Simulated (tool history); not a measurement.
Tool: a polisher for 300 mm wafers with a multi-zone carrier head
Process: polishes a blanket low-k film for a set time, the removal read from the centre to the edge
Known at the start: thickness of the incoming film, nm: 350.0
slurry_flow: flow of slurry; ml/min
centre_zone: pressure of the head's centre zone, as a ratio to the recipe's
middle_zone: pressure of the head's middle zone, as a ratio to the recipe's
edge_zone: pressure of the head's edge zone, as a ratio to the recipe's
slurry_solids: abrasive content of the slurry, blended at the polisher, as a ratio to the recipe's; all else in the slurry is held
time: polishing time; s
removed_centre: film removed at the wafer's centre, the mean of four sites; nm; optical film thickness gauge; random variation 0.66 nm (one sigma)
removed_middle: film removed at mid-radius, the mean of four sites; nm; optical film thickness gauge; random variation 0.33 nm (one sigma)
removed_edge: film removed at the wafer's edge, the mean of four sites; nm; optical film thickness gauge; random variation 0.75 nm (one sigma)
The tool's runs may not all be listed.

| run | hour | slurry_flow | centre_zone | middle_zone | edge_zone | slurry_solids | time | removed_centre | removed_middle | removed_edge |
|---|---|---|---|---|---|---|---|---|---|---|
| 1 | 0 | 200 | 1 | 1 | 1 | 1 | 79 | 34.757 | 34.493 | 35.058 |
| 2 | 1 | 165 | 1 | 1 | 1 | 1 | 79 | 33.643 | 33.493 | 33.415 |
| 3 | 4.6 | 165 | 1 | 1 | 1 | 1 | 63 | 27.299 | 26.861 | 26.797 |
| 4 | 6.8 | 165 | 1 | 1 | 1 | 1 | 74 | 31.789 | 31.476 | 31.1 |
| 5 | 10.5 | 165 | 1 | 1 | 1 | 0.8 | 74 | 27.878 | 27.28 | 27.487 |
| 6 | 18.5 | 190 | 1.01 | 1.04 | 1.04 | 0.95 | 74 | 31.955 | 31.736 | 32.41 |
| 7 | 27.2 | 210 | 1.02 | 1.08 | 1.05 | 1.1 | 74 | 34.86 | 36.43 | 34.041 |
| 8 | 31.6 | 155 | 0.99 | 1.07 | 1.15 | 1.35 | 96 | 47.059 | 49.756 | 50.766 |

Run 9 comes next. What will it give?
| 9 | 38.2 | 170 | 0.99 | 1.08 | 1.15 | 1.35 | 96 | ? | ? | ? |

removed_centre: 47.317 nm
removed_middle: 50.3 nm
removed_edge: 51.158 nm
